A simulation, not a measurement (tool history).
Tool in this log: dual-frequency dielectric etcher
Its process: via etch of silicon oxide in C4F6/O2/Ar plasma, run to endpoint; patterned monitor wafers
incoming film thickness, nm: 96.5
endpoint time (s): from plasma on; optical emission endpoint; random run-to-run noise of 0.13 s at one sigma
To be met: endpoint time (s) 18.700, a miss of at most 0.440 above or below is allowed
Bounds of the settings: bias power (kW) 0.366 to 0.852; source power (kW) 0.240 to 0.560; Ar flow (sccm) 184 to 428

run  hour  bias power (kW)  source power (kW)  Ar flow (sccm)  endpoint time (s)
  1   0.0            0.609              0.400             306             22.048
  2   1.5            0.637              0.410             305             21.521
  3   2.6            0.559              0.410             305             22.262
  4  11.2            0.559              0.410             339             22.776
  5  13.9            0.478              0.410             339             24.648
  6  21.3            0.379              0.410             339             26.447
  7  25.6            0.433              0.420             338             25.368
  8  28.8            0.479              0.430             336             24.205
  9  34.3            0.519              0.440             334             23.076
 10  35.1            0.641              0.480             328             20.286
 11  38.2            0.654              0.480             328             20.147
 12  44.8            0.666              0.480             328             20.007
 13  47.1            0.677              0.480             328             19.881
 14  52.3            0.687              0.480             328             19.785
 15  59.2            0.697              0.480             328             19.573

Pick the move, out of 4, that brings all results within their allowed miss; only one does.
  A  66.1            0.811              0.530             321                  ?
  B  66.1            0.813              0.560             338                  ?
  C  66.1            0.728              0.460             346                  ?
  D  66.1            0.740              0.490             290                  ?

move  endpoint time (s)
   A             17.687
   B             17.435
   C             19.641
   D             18.652
A: moves the result that the last run missed by most past its target, out the other side
B: moves the result that the last run missed by most past its target, out the other side
C: further off than the last run
D: every result lands within tolerance
The right move is D.

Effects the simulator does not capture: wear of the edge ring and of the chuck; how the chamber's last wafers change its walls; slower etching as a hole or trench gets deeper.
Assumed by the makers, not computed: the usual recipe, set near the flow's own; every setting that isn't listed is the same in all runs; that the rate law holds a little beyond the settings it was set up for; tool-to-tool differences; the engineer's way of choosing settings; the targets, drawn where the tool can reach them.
